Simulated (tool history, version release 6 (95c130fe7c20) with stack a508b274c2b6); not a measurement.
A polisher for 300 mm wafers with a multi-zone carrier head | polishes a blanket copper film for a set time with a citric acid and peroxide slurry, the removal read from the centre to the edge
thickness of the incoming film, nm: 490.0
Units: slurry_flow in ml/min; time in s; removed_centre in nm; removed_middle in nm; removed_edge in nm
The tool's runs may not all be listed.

run	hour	slurry_flow	centre_zone	middle_zone	edge_zone	slurry_solids	time	removed_centre	removed_middle	removed_edge
1	0.0	150	1.00	1.00	1.00	1.00	64	174.22	170.08	166.63
2	7.3	165	1.00	1.00	1.00	1.00	64	173.51	175.11	167.31
3	14.4	165	1.00	1.00	1.02	1.05	65	182.39	179.37	173.60
4	20.6	165	1.00	1.07	1.02	1.05	65	179.48	184.47	175.77
5	26.0	165	1.00	1.01	1.02	1.05	65	179.88	179.93	173.37
6	31.9	165	1.00	1.01	1.02	0.95	65	175.71	174.02	168.97

Forecast run 7:
7	40.1	165	1.00	1.02	1.03	1.00	65	?	?	?

{"run 7": {"removed_centre": 173.87, "removed_middle": 180.03, "removed_edge": 171.5}}
